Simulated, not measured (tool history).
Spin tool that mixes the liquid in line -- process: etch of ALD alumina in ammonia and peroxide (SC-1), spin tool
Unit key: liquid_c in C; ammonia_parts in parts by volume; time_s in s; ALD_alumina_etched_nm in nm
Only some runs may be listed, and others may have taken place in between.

Run 1, day 0: liquid_c 48 C, ammonia_parts 0.75 parts by volume, time_s 300 s. Result: ALD_alumina_etched_nm 14.25 nm.
Run 2, day 0.208: liquid_c 47.5 C, ammonia_parts 0.75 parts by volume, time_s 300 s. Result: ALD_alumina_etched_nm 13.823 nm.
Run 3, day 0.292: liquid_c 47.5 C, ammonia_parts 0.65 parts by volume, time_s 300 s. Result: ALD_alumina_etched_nm 13.646 nm.
Run 4, day 0.317: liquid_c 47 C, ammonia_parts 0.65 parts by volume, time_s 300 s. Result: ALD_alumina_etched_nm 13.405 nm.
Run 5, day 0.492: liquid_c 47 C, ammonia_parts 0.9 parts by volume, time_s 300 s. Result: ALD_alumina_etched_nm 13.739 nm.
Run 6, day 0.812: liquid_c 40 C, ammonia_parts 0.9 parts by volume, time_s 300 s. Result: ALD_alumina_etched_nm 9.108 nm.
Run 7, day 1.042: liquid_c 40.5 C, ammonia_parts 0.9 parts by volume, time_s 300 s. Result: ALD_alumina_etched_nm 9.3996 nm.

For run 8, what comes out?
Run 8, day 1.217: liquid_c 41 C, ammonia_parts 0.9 parts by volume, time_s 300 s. Result: ALD_alumina_etched_nm ?.

Run 8 produced ALD_alumina_etched_nm 9.7534 nm.
